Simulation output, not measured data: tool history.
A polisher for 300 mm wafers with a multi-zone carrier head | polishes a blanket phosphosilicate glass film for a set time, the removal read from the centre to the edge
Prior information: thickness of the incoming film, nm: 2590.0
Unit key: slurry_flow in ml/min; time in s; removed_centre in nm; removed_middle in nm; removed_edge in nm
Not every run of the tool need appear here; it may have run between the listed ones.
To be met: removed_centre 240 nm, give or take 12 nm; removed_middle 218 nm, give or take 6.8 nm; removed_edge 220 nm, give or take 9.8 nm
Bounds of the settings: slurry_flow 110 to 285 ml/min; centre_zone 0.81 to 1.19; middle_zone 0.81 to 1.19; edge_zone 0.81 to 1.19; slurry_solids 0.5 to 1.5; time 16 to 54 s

run  hour  slurry_flow  centre_zone  middle_zone  edge_zone  slurry_solids  time  removed_centre  removed_middle  removed_edge
  1     0          180            1            1          1              1    35          348.46          348.02        357.99
  2   3.9          180            1            1       1.06              1    35          345.28          342.52        369.94
  3   6.6          180            1         0.99       1.03           0.95    34          342.11          329.64        350.57
  4   8.6          180         1.05         0.99       1.03           0.95    34          349.41          329.56        347.06
  5  11.5          175         1.04         0.98       1.01            0.9    33          328.65          316.87        331.06
  6  18.5          175         1.04         0.98       1.01              1    33          340.58          318.06        340.76
  7  27.2          175         1.04         0.97       0.99           0.95    32          326.38           307.3        319.08
       33  -- slurry nozzle cleaned
  8    33          170         1.04         0.95       0.98            0.9    31          323.02          294.27        308.03
  9  39.5          170         1.04         0.95       0.98           0.85    30          313.24          277.97        296.71
 10  42.1          170         1.03         0.96       0.97            0.8    29          285.63          268.03        278.48

Below are 5 possible settings for the next run. Only one of them brings all results inside the allowed miss of their targets. Which is it?
  A  44.7          180         1.09         0.98       0.94            0.8    23               ?               ?             ?
  B  44.7          195         0.81         1.12       1.19           0.85    29               ?               ?             ?
  C  44.7          165         1.02         0.88          1           0.65    28               ?               ?             ?
  D  44.7          140         1.16         0.96       0.86            0.7    36               ?               ?             ?
  E  44.7          170          0.9         1.08       0.98            0.8    33               ?               ?             ?

move  removed_centre  removed_middle  removed_edge
   A          242.68          217.48        217.91
   B          245.22          315.43        315.53
   C          261.17          226.93        257.19
   D          373.31          312.83           309
   E             294          336.74        316.84
A: all results in spec
B: misses by more than the last run did
C: an improvement on the last run, though not all results are within tolerance
D: misses by more than the last run did
E: misses by more than the last run did
The move that meets every target is A.

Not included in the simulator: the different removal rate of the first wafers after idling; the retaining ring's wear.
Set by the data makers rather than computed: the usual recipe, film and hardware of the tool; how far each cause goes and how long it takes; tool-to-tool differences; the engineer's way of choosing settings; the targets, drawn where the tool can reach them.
